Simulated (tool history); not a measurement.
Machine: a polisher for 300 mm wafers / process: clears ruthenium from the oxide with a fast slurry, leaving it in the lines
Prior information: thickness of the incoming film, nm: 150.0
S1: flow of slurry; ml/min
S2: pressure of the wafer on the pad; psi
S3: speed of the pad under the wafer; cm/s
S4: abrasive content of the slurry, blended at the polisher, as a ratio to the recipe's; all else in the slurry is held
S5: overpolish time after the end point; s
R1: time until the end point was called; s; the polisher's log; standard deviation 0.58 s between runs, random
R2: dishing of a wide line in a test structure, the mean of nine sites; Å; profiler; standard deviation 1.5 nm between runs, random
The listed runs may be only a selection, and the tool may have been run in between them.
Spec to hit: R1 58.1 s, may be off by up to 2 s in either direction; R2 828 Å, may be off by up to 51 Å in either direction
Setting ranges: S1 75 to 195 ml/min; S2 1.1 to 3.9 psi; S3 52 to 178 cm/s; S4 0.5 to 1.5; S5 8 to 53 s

run,day,S1,S2,S3,S4,S5,R1,R2
1,0,125,2.5,114,1,27,40.168,826.69
2,0.229,120,2.4,114,1,28,42.973,824.67
3,0.571,120,2.1,114,1,28,48.507,731.42
4,0.721,115,2.1,114,1,29,47.916,736.08
5,1.1,115,2.1,114,1,40,48.852,934.47
6,1.433,115,2.1,114,1,32,48.407,812.71
7,1.583,115,2.1,114,1,33,49.892,832.27
8,1.625,90,1.8,114,1,37,59.338,765.14

Exactly one of the 4 candidate moves below puts every result within its allowed miss. Which one?
A,1.667,100,1.7,114,1.05,32,?,?
B,1.667,155,1.6,116,1.05,31,?,?
C,1.667,75,2,104,1.15,39,?,?
D,1.667,75,2.2,110,0.95,36,?,?

move,R1,R2
A,61.012,675.91
B,58.997,676.99
C,58.707,826.14
D,53.69,832.55
A: misses by more than the last run did
B: misses by more than the last run did
C: each result inside its tolerance
D: brings the last run's worst result on target, with another outside its allowed miss
The move that meets every target is C.

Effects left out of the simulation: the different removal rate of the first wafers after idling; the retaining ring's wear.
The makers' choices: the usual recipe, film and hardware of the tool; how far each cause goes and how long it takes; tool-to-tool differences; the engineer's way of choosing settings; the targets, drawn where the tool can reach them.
